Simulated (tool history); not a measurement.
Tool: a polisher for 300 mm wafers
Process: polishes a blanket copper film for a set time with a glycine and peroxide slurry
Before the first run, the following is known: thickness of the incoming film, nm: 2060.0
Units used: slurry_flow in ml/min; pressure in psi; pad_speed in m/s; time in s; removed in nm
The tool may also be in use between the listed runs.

| run | hour | slurry_flow | pressure | pad_speed | time | removed |
|---|---|---|---|---|---|---|
| 1 | 0 | 255 | 2.3 | 1 | 39 | 165.93 |
| 2 | 8.7 | 250 | 2 | 1 | 39 | 149.5 |
| 3 | 14.9 | 280 | 2 | 1 | 39 | 151.18 |
| 4 | 20.9 | 340 | 2 | 1 | 39 | 154.22 |
| 5 | 22.1 | 340 | 2 | 0.88 | 39 | 141.15 |
| 6 | 26.4 | 340 | 2 | 0.88 | 34 | 121.34 |
| 7 | 32.4 | 340 | 1.9 | 0.88 | 34 | 117.6 |
| 8 | 40 | 340 | 1.8 | 0.88 | 34 | 112.03 |
| 9 | 45.6 | 335 | 1.8 | 0.88 | 34 | 112.34 |
| 10 | 53.1 | 330 | 1.8 | 0.88 | 34 | 113.26 |
| 11 | 61.8 | 330 | 1.7 | 0.88 | 34 | 107.16 |
| 12 | 69.6 | 325 | 1.7 | 0.88 | 34 | 107.49 |

Run 13 has not been measured yet. What should we expect?
| 13 | 72.4 | 320 | 1.7 | 0.88 | 34 | ? |

removed: 107.17 nm

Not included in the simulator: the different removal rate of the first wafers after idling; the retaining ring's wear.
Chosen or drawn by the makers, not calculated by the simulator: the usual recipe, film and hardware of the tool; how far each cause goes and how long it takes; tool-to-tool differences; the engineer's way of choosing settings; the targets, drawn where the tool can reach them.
